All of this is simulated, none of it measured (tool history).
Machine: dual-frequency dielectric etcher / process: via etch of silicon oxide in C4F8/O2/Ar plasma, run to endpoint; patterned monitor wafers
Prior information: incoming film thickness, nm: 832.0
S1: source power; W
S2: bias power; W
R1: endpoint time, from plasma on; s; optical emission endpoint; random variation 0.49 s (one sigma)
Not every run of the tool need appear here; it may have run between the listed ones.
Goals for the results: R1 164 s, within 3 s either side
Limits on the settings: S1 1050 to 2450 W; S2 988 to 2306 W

run	hour	S1	S2	R1
1	0	1750	1647	193.79
2	3.5	1830	1664	188.8
3	5	1830	1562	192.39
4	7.1	2070	1562	183.09
5	16	2120	1587	181.39
6	20.5	2340	1587	173.75
7	23.6	2350	1616	170.51
8	30.3	2360	1627	170.2
9	35.8	2370	1638	171.63
10	44.1	2380	1669	169.22
11	49.1	2390	1682	169.02
12	52.2	2400	1698	168.05

Exercise: of the 4 proposed moves below, exactly one satisfies all targets within the stated allowed misses. Which move is it?
A	55.3	2200	1761	?
B	55.3	2330	1662	?
C	55.3	2450	1739	?
D	55.3	2380	1650	?

move	R1
A	172.41
B	171.1
C	165.33
D	169.92
A: moves away from the targets compared with the last run
B: moves away from the targets compared with the last run
C: every result lands within tolerance
D: moves away from the targets compared with the last run
C is the move that brings every result within its allowed miss.
